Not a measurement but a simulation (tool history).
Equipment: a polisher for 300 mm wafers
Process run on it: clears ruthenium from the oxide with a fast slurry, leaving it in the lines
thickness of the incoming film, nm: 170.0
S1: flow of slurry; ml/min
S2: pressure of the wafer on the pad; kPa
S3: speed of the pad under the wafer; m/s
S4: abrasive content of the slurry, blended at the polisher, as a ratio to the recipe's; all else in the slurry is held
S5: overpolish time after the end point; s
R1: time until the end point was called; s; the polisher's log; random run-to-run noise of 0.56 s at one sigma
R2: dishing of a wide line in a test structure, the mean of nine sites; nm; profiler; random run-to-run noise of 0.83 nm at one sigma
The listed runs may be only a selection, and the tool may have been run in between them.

run 1 hour=0 | S1=205 S2=17.2 S3=1 S4=1 S5=23 | R1=48.625 R2=59.877
run 2 hour=1.7 | S1=250 S2=17.2 S3=1 S4=1 S5=23 | R1=49.689 R2=61.702
run 3 hour=2.3 | S1=240 S2=18.6 S3=1 S4=1 S5=19 | R1=46.176 R2=55.548
run 4 hour=4.9 | S1=240 S2=20 S3=1 S4=1 S5=16 | R1=43.485 R2=49.269
run 5 hour=6.8 | S1=240 S2=21.4 S3=1 S4=1 S5=15 | R1=41.483 R2=47.133
run 6 hour=9.1 | S1=240 S2=21.4 S3=1 S4=1 S5=19 | R1=41.081 R2=59.915
run 7 hour=16.4 | S1=240 S2=22.8 S3=1 S4=1 S5=17 | R1=40.859 R2=57.355

What will run 8 give?
run 8 hour=19 | S1=240 S2=22.8 S3=1 S4=1 S5=17 | R1=? R2=?

{"run 8": {"R1": 39.637, "R2": 55.582}}
